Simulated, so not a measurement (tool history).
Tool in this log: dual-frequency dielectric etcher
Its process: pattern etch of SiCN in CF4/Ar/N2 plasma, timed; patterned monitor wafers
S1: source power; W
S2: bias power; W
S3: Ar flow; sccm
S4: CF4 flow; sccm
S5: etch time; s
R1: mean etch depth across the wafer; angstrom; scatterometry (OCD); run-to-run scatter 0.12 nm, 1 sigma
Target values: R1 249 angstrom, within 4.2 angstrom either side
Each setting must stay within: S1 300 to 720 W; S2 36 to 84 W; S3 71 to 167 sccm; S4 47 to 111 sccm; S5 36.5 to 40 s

Run 1, hour 0: S1 510 W, S2 60 W, S3 119 sccm, S4 79 sccm, S5 40 s. Result: R1 353.89 angstrom.
Run 2, hour 8.9: S1 480 W, S2 60 W, S3 119 sccm, S4 79 sccm, S5 40 s. Result: R1 331.18 angstrom.
Run 3, hour 10.5: S1 570 W, S2 60 W, S3 119 sccm, S4 79 sccm, S5 40 s. Result: R1 389 angstrom.
Run 4, hour 14.9: S1 640 W, S2 60 W, S3 119 sccm, S4 79 sccm, S5 40 s. Result: R1 432.91 angstrom.
Run 5, hour 19.4: S1 590 W, S2 59 W, S3 119 sccm, S4 79 sccm, S5 40 s. Result: R1 397.5 angstrom.
Run 6, hour 20: S1 590 W, S2 59 W, S3 105 sccm, S4 79 sccm, S5 40 s. Result: R1 403.27 angstrom.
Run 7, hour 26.9: S1 540 W, S2 58 W, S3 105 sccm, S4 79 sccm, S5 40 s. Result: R1 367.49 angstrom.
Run 8, hour 28.9: S1 500 W, S2 58 W, S3 105 sccm, S4 79 sccm, S5 40 s. Result: R1 344.83 angstrom.
Run 9, hour 35.5: S1 470 W, S2 58 W, S3 105 sccm, S4 79 sccm, S5 40 s. Result: R1 326.05 angstrom.
Run 10, hour 36.7: S1 450 W, S2 58 W, S3 105 sccm, S4 79 sccm, S5 40 s. Result: R1 312.25 angstrom.
Run 11, hour 45.4: S1 430 W, S2 58 W, S3 105 sccm, S4 79 sccm, S5 40 s. Result: R1 302.05 angstrom.
Run 12, hour 51.4: S1 410 W, S2 58 W, S3 105 sccm, S4 79 sccm, S5 40 s. Result: R1 285.05 angstrom.
Run 13, hour 60: S1 400 W, S2 58 W, S3 105 sccm, S4 79 sccm, S5 40 s. Result: R1 280.45 angstrom.

5 candidate next runs follow, results not yet known. Just one meets every target within its allowed miss. Identify it.
Run A, hour 68.6: S1 370 W, S2 69 W, S3 126 sccm, S4 83 sccm, S5 36.5 s. Result: R1 ?.
Run B, hour 68.6: S1 400 W, S2 51 W, S3 103 sccm, S4 74 sccm, S5 39 s. Result: R1 ?.
Run C, hour 68.6: S1 480 W, S2 64 W, S3 101 sccm, S4 67 sccm, S5 37.5 s. Result: R1 ?.
Run D, hour 68.6: S1 450 W, S2 58 W, S3 101 sccm, S4 80 sccm, S5 39 s. Result: R1 ?.
Run E, hour 68.6: S1 450 W, S2 57 W, S3 105 sccm, S4 82 sccm, S5 39.5 s. Result: R1 ?.

move      R1
   A  251.62
   B  258.45
   C  316.52
   D   309.6
   E   311.5
A: in spec on every target
B: gains on the last run, yet a result remains outside its allowed miss
C: misses by more than the last run did
D: misses by more than the last run did
E: misses by more than the last run did
A meets every target.

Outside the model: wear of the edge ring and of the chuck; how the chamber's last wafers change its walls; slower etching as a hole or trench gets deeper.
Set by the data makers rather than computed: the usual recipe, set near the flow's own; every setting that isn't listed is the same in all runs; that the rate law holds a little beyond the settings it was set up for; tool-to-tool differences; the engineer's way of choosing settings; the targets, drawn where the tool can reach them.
